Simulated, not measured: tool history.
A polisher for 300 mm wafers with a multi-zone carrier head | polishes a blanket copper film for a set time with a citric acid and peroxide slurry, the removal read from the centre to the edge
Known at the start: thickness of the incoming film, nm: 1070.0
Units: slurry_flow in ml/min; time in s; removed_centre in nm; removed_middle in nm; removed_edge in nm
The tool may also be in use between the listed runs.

run,hour,slurry_flow,centre_zone,middle_zone,edge_zone,slurry_solids,time,removed_centre,removed_middle,removed_edge
1,0.0,175,1.00,1.00,1.00,1.00,59,72.429,71.947,71.824
2,5.7,185,1.02,1.04,1.04,1.10,60,77.266,78.535,76.308
3,11.3,195,1.04,1.06,1.07,1.20,61,82.097,83.168,79.576
4,19.2,200,1.05,1.08,1.09,1.25,63,85.980,86.543,85.953
5,21.5,210,1.06,1.11,1.08,1.30,64,88.769,89.806,85.279
6,23.6,215,1.06,1.13,1.09,1.35,65,91.064,94.038,89.924
7,24.6,220,1.07,1.14,1.08,1.40,66,94.426,99.096,91.151
8,26.8,225,1.08,1.15,1.09,1.40,66,95.526,98.949,90.966
9,27.9,230,1.09,1.16,1.10,1.40,66,96.012,102.230,92.189
10,31.2,230,1.09,1.16,1.10,1.40,66,96.379,100.250,91.771
11,39.1,235,1.10,1.17,1.11,1.40,66,97.526,102.550,92.712
12,45.9,240,1.11,1.17,1.12,1.40,66,98.148,101.840,92.652
13,50.1,240,1.11,1.17,1.12,1.40,66,97.579,102.200,92.859
14,51.9,240,1.12,1.17,1.13,1.40,66,98.623,100.750,93.725

The next listed run, before its measurement:
15,53.5,245,1.12,1.17,1.13,1.40,66,?,?,?

removed_centre: 98.786 nm
removed_middle: 99.396 nm
removed_edge: 94.012 nm
